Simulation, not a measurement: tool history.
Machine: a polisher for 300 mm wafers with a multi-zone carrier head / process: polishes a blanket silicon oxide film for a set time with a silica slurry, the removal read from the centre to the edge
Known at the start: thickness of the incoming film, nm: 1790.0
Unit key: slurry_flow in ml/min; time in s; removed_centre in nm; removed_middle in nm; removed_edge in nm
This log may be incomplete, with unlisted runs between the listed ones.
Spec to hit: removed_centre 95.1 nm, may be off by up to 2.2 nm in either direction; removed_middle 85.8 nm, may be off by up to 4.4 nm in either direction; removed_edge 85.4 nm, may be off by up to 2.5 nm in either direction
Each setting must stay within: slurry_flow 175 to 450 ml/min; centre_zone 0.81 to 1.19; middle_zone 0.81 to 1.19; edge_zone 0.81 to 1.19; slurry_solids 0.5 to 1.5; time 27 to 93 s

run 1 hour=0 | slurry_flow=290 centre_zone=1 middle_zone=1 edge_zone=1 slurry_solids=1 time=59 | removed_centre=168.16 removed_middle=167.06 removed_edge=167.94
run 2 hour=3.9 | slurry_flow=290 centre_zone=1 middle_zone=1 edge_zone=1 slurry_solids=0.85 time=59 | removed_centre=155.35 removed_middle=153.51 removed_edge=154.65
run 3 hour=10.5 | slurry_flow=290 centre_zone=1 middle_zone=1 edge_zone=0.93 slurry_solids=0.85 time=59 | removed_centre=155.42 removed_middle=154.88 removed_edge=146.76
run 4 hour=11.3 | slurry_flow=290 centre_zone=0.99 middle_zone=0.96 edge_zone=0.9 slurry_solids=0.75 time=54 | removed_centre=131.24 removed_middle=129.87 removed_edge=126.03
run 5 hour=20.2 | slurry_flow=360 centre_zone=0.99 middle_zone=0.96 edge_zone=0.9 slurry_solids=0.75 time=54 | removed_centre=135.81 removed_middle=134.36 removed_edge=128.83
run 6 hour=26.5 | slurry_flow=360 centre_zone=0.99 middle_zone=0.88 edge_zone=0.9 slurry_solids=0.75 time=54 | removed_centre=134.27 removed_middle=123.98 removed_edge=126.74
run 7 hour=33.7 | slurry_flow=355 centre_zone=0.99 middle_zone=0.87 edge_zone=0.87 slurry_solids=0.7 time=50 | removed_centre=121.1 removed_middle=109.57 removed_edge=113.27
run 8 hour=40 | slurry_flow=355 centre_zone=0.99 middle_zone=0.88 edge_zone=0.85 slurry_solids=0.65 time=47 | removed_centre=108.76 removed_middle=97.684 removed_edge=100.08
run 9 hour=48 | slurry_flow=310 centre_zone=0.99 middle_zone=0.91 edge_zone=0.81 slurry_solids=0.5 time=46 | removed_centre=88.795 removed_middle=82.253 removed_edge=80.334
run 10 hour=52.4 | slurry_flow=330 centre_zone=0.99 middle_zone=0.9 edge_zone=0.82 slurry_solids=0.5 time=46 | removed_centre=89.342 removed_middle=81.981 removed_edge=81.15
run 11 hour=59.5 | slurry_flow=350 centre_zone=0.99 middle_zone=0.9 edge_zone=0.83 slurry_solids=0.5 time=46 | removed_centre=89.36 removed_middle=83.365 removed_edge=81.661

Which one of the following 4 next-run settings gets every result inside its allowed miss? There is exactly one.
run A hour=66.6 | slurry_flow=385 centre_zone=1.03 middle_zone=0.98 edge_zone=0.82 slurry_solids=0.7 time=37 | removed_centre=? removed_middle=? removed_edge=?
run B hour=66.6 | slurry_flow=290 centre_zone=0.98 middle_zone=0.87 edge_zone=0.89 slurry_solids=0.7 time=41 | removed_centre=? removed_middle=? removed_edge=?
run C hour=66.6 | slurry_flow=355 centre_zone=0.98 middle_zone=0.87 edge_zone=0.9 slurry_solids=0.7 time=40 | removed_centre=? removed_middle=? removed_edge=?
run D hour=66.6 | slurry_flow=395 centre_zone=0.99 middle_zone=0.89 edge_zone=0.81 slurry_solids=0.5 time=48 | removed_centre=? removed_middle=? removed_edge=?

move=A removed_centre=92.351 removed_middle=87.927 removed_edge=80.468
move=B removed_centre=94.44 removed_middle=85.934 removed_edge=90.771
move=C removed_centre=94.18 removed_middle=85.513 removed_edge=90.368
move=D removed_centre=93.419 removed_middle=85.467 removed_edge=84.359
A: nearer the targets than the last run, but a result is still out of spec
B: brings the last run's worst result on target, with another outside its allowed miss
C: brings the last run's worst result on target, with another outside its allowed miss
D: every result lands within tolerance
The move that meets every target is D.
